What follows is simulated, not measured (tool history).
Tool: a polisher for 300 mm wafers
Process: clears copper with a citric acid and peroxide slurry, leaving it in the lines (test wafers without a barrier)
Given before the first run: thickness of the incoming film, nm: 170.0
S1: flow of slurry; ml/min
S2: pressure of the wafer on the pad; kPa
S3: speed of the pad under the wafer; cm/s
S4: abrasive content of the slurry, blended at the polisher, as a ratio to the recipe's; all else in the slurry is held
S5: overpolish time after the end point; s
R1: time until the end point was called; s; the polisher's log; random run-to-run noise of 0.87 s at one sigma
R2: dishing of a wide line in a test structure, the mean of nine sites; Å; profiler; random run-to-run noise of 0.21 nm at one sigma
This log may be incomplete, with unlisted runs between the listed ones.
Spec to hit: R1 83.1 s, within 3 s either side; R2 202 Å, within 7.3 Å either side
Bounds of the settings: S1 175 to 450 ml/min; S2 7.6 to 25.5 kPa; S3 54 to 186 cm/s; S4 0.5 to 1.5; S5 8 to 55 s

run	day	S1	S2	S3	S4	S5	R1	R2
1	0	290	16.5	118	1	28	72.725	214.7
2	0.083	290	16.5	118	0.9	28	74.78	208.26
3	0.246	290	16.5	140	0.9	28	63.555	216.56
4	0.458	290	16.5	114	0.9	28	78.018	207.49
5	0.571	290	15.9	114	0.9	27	79.894	201.22
6	0.638	290	15.9	114	1	27	78.588	201.76
7	0.896	290	15.9	114	1	28	76.891	207.7
# day 0.958: worn pad replaced by a new one
8	0.958	290	14.5	114	1	27	74.883	204.07
9	1.242	290	14.5	110	1	27	76.051	201.4

Consider the 4 candidate settings below. Which is the only one whose results all fall within their allowed miss of target?
A	1.525	265	20	90	1	28	?	?
B	1.525	295	17.9	102	1.1	27	?	?
C	1.525	280	11.7	112	1.15	30	?	?
D	1.525	285	17.9	102	1.2	21	?	?

move	R1	R2
A	77.243	210.03
B	71.561	211.23
C	84.483	204.08
D	70.35	195.97
A: closes in on the targets versus the last run, not all within tolerance yet
B: further off than the last run
C: each result inside its tolerance
D: further off than the last run
Answer: C
